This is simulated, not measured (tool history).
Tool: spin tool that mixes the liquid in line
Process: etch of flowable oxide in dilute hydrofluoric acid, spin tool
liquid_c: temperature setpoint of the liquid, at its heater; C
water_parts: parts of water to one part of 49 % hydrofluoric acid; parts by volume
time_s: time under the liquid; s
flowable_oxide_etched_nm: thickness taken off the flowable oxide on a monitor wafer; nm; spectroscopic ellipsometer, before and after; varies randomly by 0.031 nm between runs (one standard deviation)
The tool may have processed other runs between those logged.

Run 1, hour 0: liquid_c 24 C, water_parts 150 parts by volume, time_s 40 s. Result: flowable_oxide_etched_nm 8.5938 nm.
Run 2, hour 7.6: liquid_c 22.5 C, water_parts 150 parts by volume, time_s 40 s. Result: flowable_oxide_etched_nm 8.074 nm.
Run 3, hour 10.9: liquid_c 21.5 C, water_parts 150 parts by volume, time_s 40 s. Result: flowable_oxide_etched_nm 7.8296 nm.
Run 4, hour 12.4: liquid_c 20.5 C, water_parts 150 parts by volume, time_s 40 s. Result: flowable_oxide_etched_nm 7.4685 nm.
Run 5, hour 17.4: liquid_c 20 C, water_parts 150 parts by volume, time_s 40 s. Result: flowable_oxide_etched_nm 7.2836 nm.
Run 6, hour 25.8: liquid_c 20 C, water_parts 150 parts by volume, time_s 40 s. Result: flowable_oxide_etched_nm 7.3082 nm.
Run 7, hour 31: liquid_c 19.5 C, water_parts 150 parts by volume, time_s 40 s. Result: flowable_oxide_etched_nm 7.2716 nm.
Run 8, hour 36.4: liquid_c 19 C, water_parts 150 parts by volume, time_s 40 s. Result: flowable_oxide_etched_nm 7.014 nm.

Expected results for the next run?
Run 9, hour 38.1: liquid_c 18.5 C, water_parts 150 parts by volume, time_s 40 s. Result: flowable_oxide_etched_nm ?.

{"run 9": {"flowable_oxide_etched_nm": 6.9329}}
